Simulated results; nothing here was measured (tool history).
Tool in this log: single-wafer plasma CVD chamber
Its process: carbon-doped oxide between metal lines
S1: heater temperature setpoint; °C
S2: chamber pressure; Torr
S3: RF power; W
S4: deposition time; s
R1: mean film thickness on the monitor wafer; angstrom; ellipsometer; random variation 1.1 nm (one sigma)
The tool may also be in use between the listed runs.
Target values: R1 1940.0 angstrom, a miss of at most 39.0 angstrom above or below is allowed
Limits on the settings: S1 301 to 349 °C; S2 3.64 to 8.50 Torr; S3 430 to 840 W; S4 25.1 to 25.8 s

run 1 day=0.000 | S1=325 S2=6.07 S3=635 S4=25.1 | R1=1820.0
run 2 day=0.138 | S1=329 S2=6.07 S3=635 S4=25.1 | R1=1794.3
run 3 day=0.304 | S1=329 S2=5.49 S3=635 S4=25.1 | R1=1763.9
run 4 day=0.450 | S1=326 S2=5.70 S3=640 S4=25.1 | R1=1809.9
run 5 day=0.542 | S1=326 S2=5.70 S3=640 S4=25.8 | R1=1849.6
run 6 day=0.571 | S1=326 S2=4.91 S3=640 S4=25.8 | R1=1827.5
run 7 day=0.792 | S1=326 S2=4.91 S3=640 S4=25.8 | R1=1822.9
-- day=1.050 thermocouple changed; heater temperature recalibrated
run 8 day=1.050 | S1=324 S2=5.06 S3=645 S4=25.8 | R1=1800.5
run 9 day=1.138 | S1=324 S2=5.36 S3=655 S4=25.8 | R1=1831.4

Which of these 5 next moves meets every target?
run A day=1.225 | S1=318 S2=4.62 S3=695 S4=25.8 | R1=?
run B day=1.225 | S1=328 S2=4.55 S3=680 S4=25.4 | R1=?
run C day=1.225 | S1=317 S2=4.82 S3=665 S4=25.1 | R1=?
run D day=1.225 | S1=319 S2=6.54 S3=655 S4=25.3 | R1=?
run E day=1.225 | S1=332 S2=6.72 S3=695 S4=25.1 | R1=?

move=A R1=1944.9
move=B R1=1811.6
move=C R1=1850.4
move=D R1=1867.4
move=E R1=1839.8
A: every result within its allowed miss
B: lands further from the targets than the last run did
C: closer than the last run, but not yet in spec
D: closer than the last run, but not yet in spec
E: closer than the last run, but not yet in spec
The right move is A.
